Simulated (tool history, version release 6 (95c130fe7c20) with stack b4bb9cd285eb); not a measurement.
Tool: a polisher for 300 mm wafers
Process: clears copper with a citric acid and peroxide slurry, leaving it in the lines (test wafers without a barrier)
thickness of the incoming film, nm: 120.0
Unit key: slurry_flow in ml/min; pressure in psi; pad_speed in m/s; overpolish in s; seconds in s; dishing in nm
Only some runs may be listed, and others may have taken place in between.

run  hour  slurry_flow  pressure  pad_speed  slurry_solids  overpolish  seconds  dishing
  1     0          180       2.1       0.94              1          24   90.743   22.867
  2   8.6          180       2.1       0.94           1.15          24   86.701   23.822
  3  16.2          180       1.6       0.94           1.15          24    105.2   20.002
  4    20          175       1.5       0.94           1.15          27   108.94   21.893
  5  23.1          175       1.4       0.94           1.15          29   112.75   21.467
  6  27.2          175       1.4       0.94           1.35          29   109.84   22.659
  7  32.9          175       1.3       0.92           1.35          31   115.45   22.216
  8  41.2          170       1.2       0.92           1.35          33   120.98   22.869
  9  49.8          165       1.2       0.92           1.35          34   121.23   22.203
 10    58          165       1.2       0.92           1.35          36   122.52   24.576
 11  65.2          160       1.2       0.92           1.35          37   124.57    25.53

Forecast run 12:
 12  72.1          155       1.2       0.92           1.35          37        ?        ?

{"run 12": {"seconds": 123.1, "dishing": 25.892}}

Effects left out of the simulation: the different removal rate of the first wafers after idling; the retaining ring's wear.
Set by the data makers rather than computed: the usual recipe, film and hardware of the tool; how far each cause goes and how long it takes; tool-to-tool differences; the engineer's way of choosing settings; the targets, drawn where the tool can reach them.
